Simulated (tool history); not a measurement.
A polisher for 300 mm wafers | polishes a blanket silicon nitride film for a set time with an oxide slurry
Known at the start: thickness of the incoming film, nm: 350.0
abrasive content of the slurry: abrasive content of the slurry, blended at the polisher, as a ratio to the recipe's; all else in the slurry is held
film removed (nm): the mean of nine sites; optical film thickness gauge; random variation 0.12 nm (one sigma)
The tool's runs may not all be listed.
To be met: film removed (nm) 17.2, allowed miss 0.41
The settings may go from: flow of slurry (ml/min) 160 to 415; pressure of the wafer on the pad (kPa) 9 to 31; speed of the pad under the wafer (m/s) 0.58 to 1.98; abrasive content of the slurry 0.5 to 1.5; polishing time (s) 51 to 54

run,hour,flow of slurry (ml/min),pressure of the wafer on the pad (kPa),speed of the pad under the wafer (m/s),abrasive content of the slurry,polishing time (s),film removed (nm)
1,0,265,20,1.28,1,51,29.702
2,1.2,260,17.2,1.28,1,51,25.711
3,5.2,200,17.2,1.28,1,51,24.9
4,9.4,200,17.2,1.6,1,51,29.762
5,12.4,200,17.2,1.6,1,51,29.499
6,19.5,195,15.2,1.54,1,51,24.922
7,22.1,190,13.8,1.54,1,51,22.963
8,27,180,9,1.48,1,51,14.562
9,35.8,200,9.7,1.48,1,51,15.936
10,44.4,215,9.7,1.48,1,51,16.16
11,50.2,270,10.3,1.48,1,51,17.827
12,56.4,260,10.3,1.48,1,51,17.849
13,62.3,250,10.3,1.48,1,51,17.843

4 next moves are on the table. One of them brings every result within its allowed miss. Which?
A,68.2,230,10.3,1.42,0.9,51,?
B,68.2,270,11,1.44,0.8,54,?
C,68.2,230,11,1.3,1,52,?
D,68.2,225,12.4,1,1,54,?

move,film removed (nm)
A,16.273
B,18.098
C,17.057
D,16.012
A: takes the result that was furthest off past its target
B: further off than the last run
C: meets every target
D: takes the result that was furthest off past its target
Answer: C

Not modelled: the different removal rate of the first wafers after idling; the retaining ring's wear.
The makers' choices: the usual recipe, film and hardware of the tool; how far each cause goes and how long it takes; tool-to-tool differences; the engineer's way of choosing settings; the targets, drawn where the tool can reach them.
